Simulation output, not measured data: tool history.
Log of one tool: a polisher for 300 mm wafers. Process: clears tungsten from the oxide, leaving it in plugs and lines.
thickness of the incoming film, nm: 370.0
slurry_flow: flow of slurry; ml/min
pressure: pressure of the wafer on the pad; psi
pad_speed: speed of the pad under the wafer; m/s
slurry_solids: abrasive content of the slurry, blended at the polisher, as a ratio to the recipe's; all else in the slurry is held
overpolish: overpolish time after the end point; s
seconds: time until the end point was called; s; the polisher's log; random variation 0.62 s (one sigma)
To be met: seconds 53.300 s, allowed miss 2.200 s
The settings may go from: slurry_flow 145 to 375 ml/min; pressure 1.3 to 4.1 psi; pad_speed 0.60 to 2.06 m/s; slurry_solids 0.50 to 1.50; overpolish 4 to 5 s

| run | hour | slurry_flow | pressure | pad_speed | slurry_solids | overpolish | seconds |
|---|---|---|---|---|---|---|---|
| 1 | 0.0 | 240 | 2.7 | 1.32 | 1.00 | 5 | 87.801 |
| 2 | 3.6 | 240 | 3.0 | 1.32 | 1.00 | 5 | 81.711 |
| 3 | 5.2 | 240 | 3.0 | 1.32 | 1.00 | 4 | 81.137 |
| 4 | 8.1 | 240 | 3.3 | 1.36 | 1.00 | 4 | 71.836 |
| 5 | 8.9 | 240 | 3.0 | 1.36 | 1.00 | 4 | 80.977 |
| 6 | 10.2 | 240 | 3.0 | 1.02 | 1.00 | 4 | 100.750 |
| 7 | 15.9 | 240 | 3.0 | 1.02 | 1.00 | 4 | 99.468 |
| 8 | 20.8 | 245 | 3.7 | 1.36 | 1.05 | 4 | 63.042 |
| 9 | 26.0 | 245 | 3.8 | 1.38 | 1.05 | 4 | 59.333 |
| 10 | 29.5 | 245 | 3.9 | 1.38 | 1.05 | 4 | 59.743 |
| 11 | 33.0 | 245 | 4.0 | 1.40 | 1.05 | 4 | 57.706 |
| 12 | 39.3 | 245 | 4.0 | 1.42 | 1.05 | 4 | 57.804 |

Which of these 4 next moves meets every target?
| A | 45.6 | 250 | 4.1 | 1.34 | 1.05 | 4 | ? |
| B | 45.6 | 225 | 3.6 | 1.56 | 1.05 | 5 | ? |
| C | 45.6 | 230 | 4.1 | 1.78 | 0.85 | 4 | ? |
| D | 45.6 | 200 | 3.7 | 1.50 | 1.50 | 4 | ? |

| move | seconds |
|---|---|
| A | 57.707 |
| B | 58.099 |
| C | 48.560 |
| D | 53.344 |
A: as far off as the last run
B: further off than the last run
C: takes the result that was furthest off past its target
D: meets every target
Answer: D

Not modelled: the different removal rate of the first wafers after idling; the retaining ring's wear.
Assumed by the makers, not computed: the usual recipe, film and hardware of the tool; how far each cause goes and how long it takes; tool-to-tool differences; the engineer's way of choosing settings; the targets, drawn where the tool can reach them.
